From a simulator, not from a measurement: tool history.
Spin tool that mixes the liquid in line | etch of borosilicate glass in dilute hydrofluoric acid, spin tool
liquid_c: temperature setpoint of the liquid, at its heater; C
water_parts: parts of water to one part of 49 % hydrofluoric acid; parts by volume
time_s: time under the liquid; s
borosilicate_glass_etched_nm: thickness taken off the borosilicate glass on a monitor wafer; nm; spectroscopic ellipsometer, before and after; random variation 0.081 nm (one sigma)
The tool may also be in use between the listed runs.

{"run": 1, "hour": 0.0, "liquid_c": 26, "water_parts": 130, "time_s": 65, "borosilicate_glass_etched_nm": 21.304}
{"run": 2, "hour": 3.7, "liquid_c": 26, "water_parts": 130, "time_s": 65, "borosilicate_glass_etched_nm": 21.372}
{"run": 3, "hour": 8.2, "liquid_c": 26, "water_parts": 95, "time_s": 65, "borosilicate_glass_etched_nm": 30.414}
{"run": 4, "hour": 16.1, "liquid_c": 26, "water_parts": 95, "time_s": 65, "borosilicate_glass_etched_nm": 30.339}
{"run": 5, "hour": 17.8, "liquid_c": 27.5, "water_parts": 95, "time_s": 65, "borosilicate_glass_etched_nm": 32.324}
{"run": 6, "hour": 23.2, "liquid_c": 25.5, "water_parts": 100, "time_s": 65, "borosilicate_glass_etched_nm": 28.062}
{"run": 7, "hour": 25.7, "liquid_c": 24, "water_parts": 105, "time_s": 65, "borosilicate_glass_etched_nm": 25.112}
{"hour": 26.9, "done": "thermometer replaced"}
{"run": 8, "hour": 26.9, "liquid_c": 22.5, "water_parts": 110, "time_s": 65, "borosilicate_glass_etched_nm": 23.896}
{"run": 9, "hour": 32.6, "liquid_c": 21.5, "water_parts": 115, "time_s": 65, "borosilicate_glass_etched_nm": 21.811}

Run 10 comes next. What will it give?
{"run": 10, "hour": 39.3, "liquid_c": 21, "water_parts": 120, "time_s": 65, "borosilicate_glass_etched_nm": "?"}

{"run 10": {"borosilicate_glass_etched_nm": 20.465}}
